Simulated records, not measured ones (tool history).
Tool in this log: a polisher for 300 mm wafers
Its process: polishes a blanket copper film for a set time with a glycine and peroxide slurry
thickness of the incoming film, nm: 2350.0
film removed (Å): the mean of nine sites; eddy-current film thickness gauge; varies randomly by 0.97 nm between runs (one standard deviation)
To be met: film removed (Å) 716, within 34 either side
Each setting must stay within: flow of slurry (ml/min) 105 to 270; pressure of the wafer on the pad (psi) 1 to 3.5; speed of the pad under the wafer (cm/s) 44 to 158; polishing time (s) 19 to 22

run	day	flow of slurry (ml/min)	pressure of the wafer on the pad (psi)	speed of the pad under the wafer (cm/s)	polishing time (s)	film removed (Å)
1	0	175	2.2	100	22	947.08
2	0.283	175	2.6	100	22	1091.7
3	0.392	175	2.4	98	22	1011
4	0.725	175	2.2	98	22	936.7
5	1.062	175	2.2	116	22	1097.3
6	1.092	175	2	114	22	980.27
7	1.283	175	1.9	114	22	913.51
8	1.517	175	1.8	114	22	898.98
9	1.7	175	1.7	114	22	855.37
10	1.783	175	1.6	114	22	832.74
11	1.912	175	1.5	114	22	783.88
12	2.079	175	1.5	114	22	771.34
13	2.142	175	1.5	114	22	772.31

Which single option among these 4 for the next run brings every result within its allowed miss of target? Just one does.
A	2.204	105	1.6	150	21	?
B	2.204	150	1.6	114	22	?
C	2.204	110	1.7	126	19	?
D	2.204	160	1.5	122	22	?

move	film removed (Å)
A	870.93
B	803.69
C	729.86
D	815.59
A: further off than the last run
B: further off than the last run
C: meets every target
D: further off than the last run
C meets every target.
